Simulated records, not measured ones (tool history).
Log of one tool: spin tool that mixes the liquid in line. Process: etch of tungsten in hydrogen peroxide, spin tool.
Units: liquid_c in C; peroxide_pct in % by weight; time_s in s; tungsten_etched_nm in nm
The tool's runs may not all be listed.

run	hour	liquid_c	peroxide_pct	time_s	tungsten_etched_nm
1	0.0	57.0	19	55	80.376
2	1.9	58.5	19	55	89.841
3	6.7	58.5	22	55	95.548
4	13.2	58.5	22	55	95.786
5	16.5	59.0	22	55	97.622
6	21.5	54.0	22	55	72.523
7	24.2	56.0	22	55	83.006

Run 8 comes next. What will it give?
8	30.7	57.0	22	55	?

{"run 8": {"tungsten_etched_nm": 86.211}}
